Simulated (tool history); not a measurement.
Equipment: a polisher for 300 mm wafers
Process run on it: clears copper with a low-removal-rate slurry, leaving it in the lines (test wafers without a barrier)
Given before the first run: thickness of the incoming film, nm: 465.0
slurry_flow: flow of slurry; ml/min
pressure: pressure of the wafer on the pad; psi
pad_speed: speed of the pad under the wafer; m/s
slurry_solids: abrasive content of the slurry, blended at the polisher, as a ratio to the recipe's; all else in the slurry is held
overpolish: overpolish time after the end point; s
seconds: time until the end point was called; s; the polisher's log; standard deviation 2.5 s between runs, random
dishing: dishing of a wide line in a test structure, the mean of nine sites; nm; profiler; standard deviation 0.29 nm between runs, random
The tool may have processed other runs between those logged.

Run 1, day 0: slurry_flow 175 ml/min, pressure 3.4 psi, pad_speed 1.2 m/s, slurry_solids 1, overpolish 24 s. Result: seconds 141.01 s, dishing 32.74 nm.
Run 2, day 0.362: slurry_flow 175 ml/min, pressure 3.4 psi, pad_speed 1.2 m/s, slurry_solids 1, overpolish 21 s. Result: seconds 134.33 s, dishing 32.237 nm.
Run 3, day 0.533: slurry_flow 175 ml/min, pressure 2.7 psi, pad_speed 1.2 m/s, slurry_solids 1, overpolish 21 s. Result: seconds 165.5 s, dishing 28.098 nm.
Run 4, day 0.625: slurry_flow 175 ml/min, pressure 2.3 psi, pad_speed 1.2 m/s, slurry_solids 1, overpolish 21 s. Result: seconds 193.3 s, dishing 25.227 nm.
Run 5, day 0.808: slurry_flow 175 ml/min, pressure 2.3 psi, pad_speed 1.2 m/s, slurry_solids 1, overpolish 14 s. Result: seconds 198.21 s, dishing 20.402 nm.
Run 6, day 0.904: slurry_flow 175 ml/min, pressure 2.3 psi, pad_speed 1.2 m/s, slurry_solids 1, overpolish 22 s. Result: seconds 194.01 s, dishing 26.474 nm.
Run 7, day 1.167: slurry_flow 175 ml/min, pressure 2.3 psi, pad_speed 1.2 m/s, slurry_solids 1, overpolish 22 s. Result: seconds 197.72 s, dishing 26.525 nm.
Run 8, day 1.375: slurry_flow 180 ml/min, pressure 3.3 psi, pad_speed 1.26 m/s, slurry_solids 1, overpolish 11 s. Result: seconds 135.13 s, dishing 22.372 nm.
Run 9, day 1.696: slurry_flow 180 ml/min, pressure 3.3 psi, pad_speed 1.26 m/s, slurry_solids 1, overpolish 11 s. Result: seconds 130.3 s, dishing 22.563 nm.
Run 10, day 1.808: slurry_flow 180 ml/min, pressure 3.3 psi, pad_speed 1.26 m/s, slurry_solids 1, overpolish 11 s. Result: seconds 135.24 s, dishing 22.562 nm.

Run 11 has not been measured yet. What should we expect?
Run 11, day 2.071: slurry_flow 180 ml/min, pressure 3.3 psi, pad_speed 1.26 m/s, slurry_solids 1, overpolish 12 s. Result: seconds ?, dishing ?.

Run 11 gave seconds 132.16 s, dishing 23.915 nm.
